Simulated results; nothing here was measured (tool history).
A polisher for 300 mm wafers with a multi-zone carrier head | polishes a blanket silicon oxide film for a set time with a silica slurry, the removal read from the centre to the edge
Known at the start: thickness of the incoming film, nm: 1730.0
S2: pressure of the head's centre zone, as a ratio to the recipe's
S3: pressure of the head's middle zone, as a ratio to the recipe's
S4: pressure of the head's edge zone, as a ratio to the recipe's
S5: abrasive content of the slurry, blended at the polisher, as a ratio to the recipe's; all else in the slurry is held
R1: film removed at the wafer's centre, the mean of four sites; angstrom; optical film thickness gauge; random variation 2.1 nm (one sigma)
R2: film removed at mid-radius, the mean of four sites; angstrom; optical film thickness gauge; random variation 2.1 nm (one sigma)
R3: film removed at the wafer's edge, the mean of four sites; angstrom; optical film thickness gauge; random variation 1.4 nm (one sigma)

{"run": 1, "hour": 0.0, "flow of slurry (ml/min)": 200, "S2": 1.0, "S3": 1.0, "S4": 1.0, "S5": 1.0, "polishing time (s)": 45, "R1": 1437.5, "R2": 1370.3, "R3": 1397.3}
{"run": 2, "hour": 8.7, "flow of slurry (ml/min)": 205, "S2": 1.01, "S3": 1.01, "S4": 1.02, "S5": 1.0, "polishing time (s)": 45, "R1": 1466.7, "R2": 1433.0, "R3": 1393.7}
{"run": 3, "hour": 16.0, "flow of slurry (ml/min)": 225, "S2": 1.01, "S3": 1.01, "S4": 1.02, "S5": 1.0, "polishing time (s)": 45, "R1": 1475.9, "R2": 1431.3, "R3": 1372.0}
{"run": 4, "hour": 24.5, "flow of slurry (ml/min)": 225, "S2": 1.01, "S3": 1.01, "S4": 1.02, "S5": 1.05, "polishing time (s)": 45, "R1": 1497.2, "R2": 1475.4, "R3": 1446.0}
{"run": 5, "hour": 31.9, "flow of slurry (ml/min)": 225, "S2": 1.01, "S3": 1.01, "S4": 1.02, "S5": 1.05, "polishing time (s)": 34, "R1": 1137.9, "R2": 1102.4, "R3": 1080.1}
{"run": 6, "hour": 38.3, "flow of slurry (ml/min)": 225, "S2": 1.02, "S3": 1.01, "S4": 1.02, "S5": 1.1, "polishing time (s)": 35, "R1": 1190.4, "R2": 1160.3, "R3": 1139.4}
{"run": 7, "hour": 46.0, "flow of slurry (ml/min)": 225, "S2": 1.03, "S3": 1.01, "S4": 1.02, "S5": 1.15, "polishing time (s)": 36, "R1": 1245.0, "R2": 1200.4, "R3": 1184.9}

Run 8 comes next. What will it give?
{"run": 8, "hour": 53.0, "flow of slurry (ml/min)": 250, "S2": 1.12, "S3": 1.05, "S4": 1.12, "S5": 1.4, "polishing time (s)": 42, "R1": "?", "R2": "?", "R3": "?"}

Run 8 gave R1 1758.7 angstrom, R2 1575.2 angstrom, R3 1535.4 angstrom.
